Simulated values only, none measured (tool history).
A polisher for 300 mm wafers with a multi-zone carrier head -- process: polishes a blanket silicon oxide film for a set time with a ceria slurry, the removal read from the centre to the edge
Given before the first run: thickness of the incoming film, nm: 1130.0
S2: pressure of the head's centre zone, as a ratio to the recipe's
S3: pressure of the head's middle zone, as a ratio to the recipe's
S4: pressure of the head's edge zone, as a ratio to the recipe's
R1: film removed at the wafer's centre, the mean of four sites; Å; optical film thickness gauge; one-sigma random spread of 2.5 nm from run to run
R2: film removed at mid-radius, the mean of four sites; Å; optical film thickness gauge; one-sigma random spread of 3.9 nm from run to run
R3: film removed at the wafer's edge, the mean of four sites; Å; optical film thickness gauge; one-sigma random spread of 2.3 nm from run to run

{"run": 1, "hour": 0.0, "flow of slurry (ml/min)": 125, "S2": 1, "S3": 1, "S4": 1, "polishing time (s)": 81, "R1": 2331.8, "R2": 2340.3, "R3": 2412.8}
{"run": 2, "hour": 0.9, "flow of slurry (ml/min)": 125, "S2": 1.04, "S3": 1, "S4": 1, "polishing time (s)": 81, "R1": 2429.1, "R2": 2314.2, "R3": 2387.2}
{"run": 3, "hour": 7.6, "flow of slurry (ml/min)": 125, "S2": 1.09, "S3": 1, "S4": 1, "polishing time (s)": 81, "R1": 2549.3, "R2": 2347.5, "R3": 2404.1}
{"run": 4, "hour": 9.8, "flow of slurry (ml/min)": 125, "S2": 1.09, "S3": 1.06, "S4": 1, "polishing time (s)": 81, "R1": 2560.5, "R2": 2403.9, "R3": 2381.3}
{"run": 5, "hour": 15.2, "flow of slurry (ml/min)": 125, "S2": 1.09, "S3": 1.01, "S4": 1, "polishing time (s)": 81, "R1": 2554.4, "R2": 2317.6, "R3": 2402.5}
{"run": 6, "hour": 16.9, "flow of slurry (ml/min)": 135, "S2": 1.08, "S3": 1.01, "S4": 1.04, "polishing time (s)": 84, "R1": 2694, "R2": 2401.6, "R3": 2574.1}
{"run": 7, "hour": 19.7, "flow of slurry (ml/min)": 145, "S2": 1.06, "S3": 1.03, "S4": 1.06, "polishing time (s)": 87, "R1": 2777.1, "R2": 2553.4, "R3": 2685.6}
{"run": 8, "hour": 22.5, "flow of slurry (ml/min)": 145, "S2": 1.06, "S3": 1.03, "S4": 1.06, "polishing time (s)": 87, "R1": 2711, "R2": 2616.5, "R3": 2650.6}
{"run": 9, "hour": 28.6, "flow of slurry (ml/min)": 150, "S2": 1.06, "S3": 1.02, "S4": 1.09, "polishing time (s)": 90, "R1": 2834.9, "R2": 2663.7, "R3": 2860.7}
{"run": 10, "hour": 36.6, "flow of slurry (ml/min)": 155, "S2": 1.06, "S3": 1.03, "S4": 1.11, "polishing time (s)": 91, "R1": 2912.3, "R2": 2735.8, "R3": 2918.8}

Expected results for the next run?
{"run": 11, "hour": 37.6, "flow of slurry (ml/min)": 160, "S2": 1.06, "S3": 1.03, "S4": 1.13, "polishing time (s)": 92, "R1": "?", "R2": "?", "R3": "?"}

R1: 2964.6 Å
R2: 2762.1 Å
R3: 3003.3 Å

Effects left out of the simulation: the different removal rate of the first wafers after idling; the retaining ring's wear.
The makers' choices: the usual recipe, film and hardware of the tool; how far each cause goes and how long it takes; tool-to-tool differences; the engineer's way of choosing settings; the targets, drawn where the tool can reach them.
